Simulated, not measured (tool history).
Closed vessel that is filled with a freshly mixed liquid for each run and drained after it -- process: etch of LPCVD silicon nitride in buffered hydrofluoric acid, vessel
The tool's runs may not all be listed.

run  hour  temperature setpoint of the liquid (C)  parts of 40 % ammonium fluoride to one part of 49 % hydrofluoric acid (parts by volume)  time in the liquid (s)  thickness taken off the LPCVD silicon nitride on a monitor wafer (Å)
  1   0.0                                    21.0                                                                                      8.5                     205                                                                30.549
  2   3.4                                    21.0                                                                                      7.0                     205                                                                37.737
  3  10.3                                    21.0                                                                                      6.0                     205                                                                42.694
  4  14.9                                    18.0                                                                                      6.0                     205                                                                36.474
  5  20.6                                    17.0                                                                                      6.0                     205                                                                34.505
  6  28.3                                    17.0                                                                                      5.0                     205                                                                39.962
  7  32.2                                    17.5                                                                                      5.0                     205                                                                41.455

Run 8, settings as shown, results not yet in. Your forecast:
  8  37.4                                    18.0                                                                                      5.0                     205                                                                     ?

{"run 8": {"thickness taken off the LPCVD silicon nitride on a monitor wafer (Å)": 42.288}}

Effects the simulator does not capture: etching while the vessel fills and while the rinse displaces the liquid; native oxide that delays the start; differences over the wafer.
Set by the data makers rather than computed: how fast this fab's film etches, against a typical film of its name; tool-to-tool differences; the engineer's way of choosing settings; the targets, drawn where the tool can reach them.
